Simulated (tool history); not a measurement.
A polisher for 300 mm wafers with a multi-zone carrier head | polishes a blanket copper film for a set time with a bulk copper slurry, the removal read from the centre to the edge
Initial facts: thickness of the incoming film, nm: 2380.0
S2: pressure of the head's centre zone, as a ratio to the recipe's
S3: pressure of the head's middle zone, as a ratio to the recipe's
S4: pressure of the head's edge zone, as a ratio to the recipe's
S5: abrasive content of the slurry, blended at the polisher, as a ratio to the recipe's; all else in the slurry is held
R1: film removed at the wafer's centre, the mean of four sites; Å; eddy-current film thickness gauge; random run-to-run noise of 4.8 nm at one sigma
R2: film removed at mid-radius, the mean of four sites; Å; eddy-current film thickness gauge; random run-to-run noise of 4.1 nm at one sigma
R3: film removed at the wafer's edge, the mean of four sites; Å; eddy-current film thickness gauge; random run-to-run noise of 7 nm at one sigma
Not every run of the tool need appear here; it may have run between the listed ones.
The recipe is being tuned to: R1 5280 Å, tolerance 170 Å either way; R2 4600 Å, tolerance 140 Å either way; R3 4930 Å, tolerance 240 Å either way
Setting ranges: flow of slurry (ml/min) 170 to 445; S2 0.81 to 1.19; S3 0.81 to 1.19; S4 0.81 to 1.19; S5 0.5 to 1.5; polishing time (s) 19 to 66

run 1 hour=0 | flow_of_slurry_(ml/min)=285 S2=1 S3=1 S4=1 S5=1 polishing_time_(s)=42 | R1=3774.2 R2=3763.8 R3=3793.1
run 2 hour=5 | flow_of_slurry_(ml/min)=285 S2=1 S3=1 S4=1 S5=1.1 polishing_time_(s)=42 | R1=3902.1 R2=3808.9 R3=3910.3
run 3 hour=13.7 | flow_of_slurry_(ml/min)=285 S2=1 S3=1 S4=1 S5=1.1 polishing_time_(s)=35 | R1=3163.7 R2=3225.4 R3=3282.7
run 4 hour=16.5 | flow_of_slurry_(ml/min)=290 S2=1.02 S3=1.01 S4=1.02 S5=1.15 polishing_time_(s)=36 | R1=3425.4 R2=3388.4 R3=3391.3
run 5 hour=21 | flow_of_slurry_(ml/min)=315 S2=1.02 S3=1.01 S4=1.02 S5=1.15 polishing_time_(s)=36 | R1=3430.7 R2=3427.1 R3=3367.6
run 6 hour=25.5 | flow_of_slurry_(ml/min)=315 S2=0.99 S3=1.01 S4=1.02 S5=1.15 polishing_time_(s)=36 | R1=3349.9 R2=3370.3 R3=3481.7
run 7 hour=27.1 | flow_of_slurry_(ml/min)=320 S2=1 S3=1.01 S4=1.04 S5=1.2 polishing_time_(s)=38 | R1=3610.1 R2=3633.2 R3=3608.5
run 8 hour=35.4 | flow_of_slurry_(ml/min)=310 S2=1 S3=0.99 S4=1.04 S5=1.25 polishing_time_(s)=40 | R1=3805.6 R2=3780.9 R3=3922.3
run 9 hour=40.4 | flow_of_slurry_(ml/min)=300 S2=1.1 S3=1.02 S4=1.1 S5=1.5 polishing_time_(s)=46 | R1=5045.7 R2=4661.4 R3=4728.4
run 10 hour=43 | flow_of_slurry_(ml/min)=300 S2=1.1 S3=1.01 S4=1.11 S5=1.5 polishing_time_(s)=46 | R1=4992.3 R2=4539.8 R3=4728.5
run 11 hour=46.4 | flow_of_slurry_(ml/min)=305 S2=1.1 S3=1.01 S4=1.12 S5=1.5 polishing_time_(s)=46 | R1=5076.5 R2=4585.5 R3=4716.7
run 12 hour=53.4 | flow_of_slurry_(ml/min)=305 S2=1.1 S3=1 S4=1.12 S5=1.5 polishing_time_(s)=46 | R1=5065.4 R2=4571.2 R3=4870.5

Of the 4 settings listed for the next run, only one would bring every result within its allowed miss of target. Which one?
run A hour=60.4 | flow_of_slurry_(ml/min)=295 S2=1.05 S3=0.94 S4=1.16 S5=1.5 polishing_time_(s)=48 | R1=? R2=? R3=?
run B hour=60.4 | flow_of_slurry_(ml/min)=300 S2=0.97 S3=0.95 S4=1.1 S5=1.5 polishing_time_(s)=49 | R1=? R2=? R3=?
run C hour=60.4 | flow_of_slurry_(ml/min)=245 S2=1.15 S3=1.01 S4=1.15 S5=1.5 polishing_time_(s)=47 | R1=? R2=? R3=?
run D hour=60.4 | flow_of_slurry_(ml/min)=340 S2=1.19 S3=1 S4=1.04 S5=1.45 polishing_time_(s)=45 | R1=? R2=? R3=?

move=A R1=4981.5 R2=4482.2 R3=5047.6
move=B R1=4703 R2=4625.4 R3=5019.4
move=C R1=5245.3 R2=4578.8 R3=4850.9
move=D R1=5329.8 R2=4443.4 R3=4481.7
A: its largest miss is bigger than the last run's
B: its largest miss is bigger than the last run's
C: every result lands within tolerance
D: the worst result of the last run now meets its target, but another is out of spec
Move C is the one to make.
